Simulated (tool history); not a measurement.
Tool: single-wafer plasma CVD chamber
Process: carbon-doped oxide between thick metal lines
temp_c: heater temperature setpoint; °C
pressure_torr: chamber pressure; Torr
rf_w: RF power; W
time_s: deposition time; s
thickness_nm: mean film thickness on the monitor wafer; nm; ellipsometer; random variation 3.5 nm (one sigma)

run,hour,temp_c,pressure_torr,rf_w,time_s,thickness_nm
1,0.0,340,4.67,470,137,664.80
2,4.1,340,4.67,470,131,635.48
3,5.0,330,4.67,470,131,643.04
4,5.6,330,4.50,460,131,641.24
5,6.5,331,4.46,450,131,629.26
6,9.5,324,4.46,450,131,642.40
7,14.3,326,4.35,440,131,628.67

The next listed run, before its measurement:
8,22.4,327,4.28,435,131,?

Run 8 gave thickness_nm 623.86 nm.
